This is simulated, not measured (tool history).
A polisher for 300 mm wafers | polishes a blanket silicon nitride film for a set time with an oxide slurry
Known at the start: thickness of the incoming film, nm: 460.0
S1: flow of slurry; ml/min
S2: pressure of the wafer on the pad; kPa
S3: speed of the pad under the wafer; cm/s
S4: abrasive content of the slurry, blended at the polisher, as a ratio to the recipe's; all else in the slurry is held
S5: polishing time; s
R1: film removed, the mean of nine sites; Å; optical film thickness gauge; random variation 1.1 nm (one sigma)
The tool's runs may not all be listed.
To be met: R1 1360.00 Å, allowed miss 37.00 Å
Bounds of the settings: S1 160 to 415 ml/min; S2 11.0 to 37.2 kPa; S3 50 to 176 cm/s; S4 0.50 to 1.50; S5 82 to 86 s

| run | day | S1 | S2 | S3 | S4 | S5 | R1 |
|---|---|---|---|---|---|---|---|
| 1 | 0.000 | 265 | 24.1 | 112 | 1.00 | 82 | 640.22 |
| 2 | 0.058 | 265 | 24.1 | 126 | 1.00 | 82 | 694.66 |
| 3 | 0.188 | 270 | 28.3 | 132 | 1.00 | 82 | 837.71 |
| 4 | 0.383 | 270 | 28.3 | 132 | 1.15 | 82 | 903.43 |
| 5 | 0.467 | 210 | 28.3 | 132 | 1.15 | 82 | 867.73 |
| 6 | 0.554 | 210 | 28.3 | 158 | 1.15 | 82 | 987.08 |
| 7 | 0.575 | 240 | 30.3 | 158 | 1.15 | 82 | 1080.40 |
| 8 | 0.750 | 260 | 32.4 | 158 | 1.15 | 82 | 1154.10 |
| 9 | 1.121 | 265 | 33.8 | 158 | 1.15 | 82 | 1202.00 |
| 10 | 1.329 | 270 | 35.2 | 158 | 1.15 | 82 | 1229.10 |
| 11 | 1.408 | 280 | 35.9 | 160 | 1.15 | 82 | 1298.70 |
| 12 | 1.700 | 285 | 36.5 | 160 | 1.15 | 82 | 1309.10 |

4 next moves are on the table. One of them brings every result within its allowed miss. Which?
| A | 1.992 | 290 | 37.2 | 152 | 1.10 | 82 | ? |
| B | 1.992 | 295 | 37.2 | 144 | 1.15 | 85 | ? |
| C | 1.992 | 220 | 34.5 | 142 | 1.30 | 84 | ? |
| D | 1.992 | 260 | 37.2 | 170 | 1.10 | 82 | ? |

| move | R1 |
|---|---|
| A | 1257.50 |
| B | 1282.60 |
| C | 1194.90 |
| D | 1350.00 |
A: further off than the last run
B: further off than the last run
C: further off than the last run
D: meets every target
Answer: D

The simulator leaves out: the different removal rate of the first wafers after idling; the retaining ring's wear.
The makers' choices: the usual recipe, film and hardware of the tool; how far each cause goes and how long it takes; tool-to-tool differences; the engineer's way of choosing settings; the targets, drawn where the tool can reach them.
